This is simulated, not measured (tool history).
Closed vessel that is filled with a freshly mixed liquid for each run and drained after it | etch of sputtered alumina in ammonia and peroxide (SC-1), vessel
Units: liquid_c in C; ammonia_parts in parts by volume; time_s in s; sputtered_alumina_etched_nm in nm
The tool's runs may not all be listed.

run  hour  liquid_c  ammonia_parts  time_s  sputtered_alumina_etched_nm
  1     0        51            0.4     280                       15.632
  2   3.5        51            0.4     280                       15.496
  3   9.9      47.5            0.4     280                       12.982
  4  15.3        45            0.4     280                       11.125
  5  22.1        45            0.4     160                       6.3146
  6  22.8      45.5            0.4     160                       6.5558

The next listed run, before its measurement:
  7  30.5        46            0.4     160                            ?

Run 7 gave sputtered_alumina_etched_nm 6.7024 nm.
